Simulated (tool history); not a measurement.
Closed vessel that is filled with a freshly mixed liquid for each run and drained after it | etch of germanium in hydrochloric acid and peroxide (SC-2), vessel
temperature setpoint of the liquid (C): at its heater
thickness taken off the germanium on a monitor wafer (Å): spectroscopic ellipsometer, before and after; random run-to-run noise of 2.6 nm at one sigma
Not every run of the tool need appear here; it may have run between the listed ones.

run,day,temperature setpoint of the liquid (C),parts of water to one part each of 37 % hydrochloric acid and 30 % peroxide (parts by volume),time in the liquid (s),thickness taken off the germanium on a monitor wafer (Å)
1,0.000,52,5.5,95,4311.4
2,0.254,48,5.5,95,3801.2
3,0.300,42,5.5,95,3105.8
4,0.592,49,5.5,95,3900.5
5,0.788,46,5.5,95,3568.1
6,1.129,46,7.0,95,3524.4

Run 7, settings as shown, results not yet in. Your forecast:
7,1.433,44,7.0,95,?

{"run 7": {"thickness taken off the germanium on a monitor wafer (Å)": 3343.8}}
